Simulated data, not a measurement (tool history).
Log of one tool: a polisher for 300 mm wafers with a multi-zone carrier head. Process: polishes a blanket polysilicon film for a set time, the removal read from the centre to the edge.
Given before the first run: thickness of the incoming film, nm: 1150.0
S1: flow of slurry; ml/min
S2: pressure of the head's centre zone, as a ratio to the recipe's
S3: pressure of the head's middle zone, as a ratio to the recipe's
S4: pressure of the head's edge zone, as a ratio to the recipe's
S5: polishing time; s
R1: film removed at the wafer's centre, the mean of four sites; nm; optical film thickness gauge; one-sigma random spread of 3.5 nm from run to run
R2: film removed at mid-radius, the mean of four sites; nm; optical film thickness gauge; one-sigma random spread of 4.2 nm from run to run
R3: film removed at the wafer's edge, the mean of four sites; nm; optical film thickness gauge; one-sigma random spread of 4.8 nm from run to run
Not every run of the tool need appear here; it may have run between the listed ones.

Run 1, hour 0.0: S1 190 ml/min, S2 1.00, S3 1.00, S4 1.00, S5 63 s. Result: R1 306.75 nm, R2 307.95 nm, R3 306.69 nm.
Run 2, hour 0.8: S1 200 ml/min, S2 1.01, S3 1.03, S4 1.01, S5 64 s. Result: R1 317.42 nm, R2 324.94 nm, R3 310.66 nm.
Run 3, hour 9.0: S1 205 ml/min, S2 1.02, S3 1.05, S4 1.02, S5 65 s. Result: R1 326.62 nm, R2 337.14 nm, R3 317.10 nm.
Run 4, hour 14.5: S1 205 ml/min, S2 1.02, S3 1.05, S4 0.98, S5 65 s. Result: R1 328.31 nm, R2 333.04 nm, R3 316.26 nm.
Run 5, hour 20.0: S1 170 ml/min, S2 1.02, S3 1.05, S4 0.98, S5 65 s. Result: R1 321.62 nm, R2 331.95 nm, R3 308.64 nm.
Run 6, hour 24.5: S1 170 ml/min, S2 1.02, S3 0.98, S4 0.98, S5 65 s. Result: R1 317.13 nm, R2 310.61 nm, R3 318.12 nm.
Run 7, hour 26.0: S1 170 ml/min, S2 1.03, S3 1.00, S4 0.98, S5 66 s. Result: R1 329.92 nm, R2 325.95 nm, R3 311.39 nm.
Run 8, hour 28.0: S1 175 ml/min, S2 1.03, S3 1.02, S4 0.99, S5 67 s. Result: R1 333.17 nm, R2 338.61 nm, R3 329.90 nm.

Run 9, settings as shown, results not yet in. Your forecast:
Run 9, hour 32.2: S1 175 ml/min, S2 1.05, S3 1.04, S4 1.00, S5 67 s. Result: R1 ?, R2 ?, R3 ?.

Run 9 gave R1 346.41 nm, R2 340.36 nm, R3 325.55 nm.
